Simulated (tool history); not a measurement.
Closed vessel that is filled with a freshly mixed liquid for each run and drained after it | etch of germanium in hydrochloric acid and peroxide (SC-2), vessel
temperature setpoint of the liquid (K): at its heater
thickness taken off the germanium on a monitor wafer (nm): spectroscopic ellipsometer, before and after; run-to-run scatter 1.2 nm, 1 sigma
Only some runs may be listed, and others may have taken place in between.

| run | hour | temperature setpoint of the liquid (K) | parts of water to one part each of 37 % hydrochloric acid and 30 % peroxide (parts by volume) | time in the liquid (s) | thickness taken off the germanium on a monitor wafer (nm) |
|---|---|---|---|---|---|
| 1 | 0.0 | 326.15 | 5.5 | 95 | 155.50 |
| 2 | 5.1 | 323.15 | 5.5 | 95 | 139.06 |
| 3 | 11.2 | 323.15 | 4.5 | 95 | 140.76 |
| 4 | 18.7 | 323.15 | 4.5 | 95 | 140.07 |
| 5 | 21.2 | 319.15 | 4.5 | 95 | 123.57 |
| 6 | 29.4 | 321.65 | 4.5 | 95 | 134.43 |
| 7 | 38.6 | 323.65 | 4.5 | 95 | 142.76 |
| 8 | 44.3 | 325.15 | 4.5 | 95 | 150.07 |
| 9 | 52.4 | 326.15 | 4.5 | 95 | 155.03 |
| 10 | 59.0 | 327.15 | 4.5 | 95 | 159.77 |
| 11 | 60.9 | 327.15 | 4.5 | 95 | 160.64 |
| 12 | 69.2 | 327.65 | 4.5 | 95 | 162.52 |
| 13 | 72.8 | 328.15 | 4.5 | 95 | 165.62 |

Forecast run 14:
| 14 | 78.0 | 328.65 | 4.5 | 95 | ? |

Run 14 produced thickness taken off the germanium on a monitor wafer (nm) 168.35.

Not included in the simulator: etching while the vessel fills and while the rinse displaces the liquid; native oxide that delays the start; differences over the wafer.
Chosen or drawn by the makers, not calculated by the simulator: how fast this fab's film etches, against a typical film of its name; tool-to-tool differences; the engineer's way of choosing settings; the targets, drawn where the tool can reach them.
